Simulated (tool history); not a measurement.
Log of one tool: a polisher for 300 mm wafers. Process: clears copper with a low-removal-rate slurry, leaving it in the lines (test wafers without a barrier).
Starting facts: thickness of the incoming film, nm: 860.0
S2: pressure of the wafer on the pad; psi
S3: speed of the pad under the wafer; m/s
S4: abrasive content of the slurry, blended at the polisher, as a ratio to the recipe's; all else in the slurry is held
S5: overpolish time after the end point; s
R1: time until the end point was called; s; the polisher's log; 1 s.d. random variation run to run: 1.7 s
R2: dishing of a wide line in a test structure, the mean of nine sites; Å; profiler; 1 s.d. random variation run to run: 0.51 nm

{"run": 1, "hour": 0.0, "flow of slurry (ml/min)": 220, "S2": 4, "S3": 1.32, "S4": 1, "S5": 11, "R1": 146.28, "R2": 392.08}
{"run": 2, "hour": 5.4, "flow of slurry (ml/min)": 220, "S2": 4, "S3": 1.64, "S4": 1, "S5": 11, "R1": 119.47, "R2": 480.57}
{"run": 3, "hour": 11.6, "flow of slurry (ml/min)": 225, "S2": 4.1, "S3": 1.62, "S4": 1, "S5": 9, "R1": 116.55, "R2": 409.76}
{"run": 4, "hour": 15.8, "flow of slurry (ml/min)": 225, "S2": 4.1, "S3": 1.9, "S4": 1, "S5": 9, "R1": 101.26, "R2": 466.44}
{"run": 5, "hour": 19.3, "flow of slurry (ml/min)": 225, "S2": 4.1, "S3": 1.9, "S4": 1.1, "S5": 9, "R1": 100.58, "R2": 480.86}
{"run": 6, "hour": 21.6, "flow of slurry (ml/min)": 225, "S2": 4.1, "S3": 1.9, "S4": 1.3, "S5": 9, "R1": 95.043, "R2": 471.06}

Run 7 has not been measured yet. What should we expect?
{"run": 7, "hour": 24.3, "flow of slurry (ml/min)": 225, "S2": 4, "S3": 1.9, "S4": 1.3, "S5": 8, "R1": "?", "R2": "?"}

Run 7 produced R1 97.275 s, R2 438.62 Å.
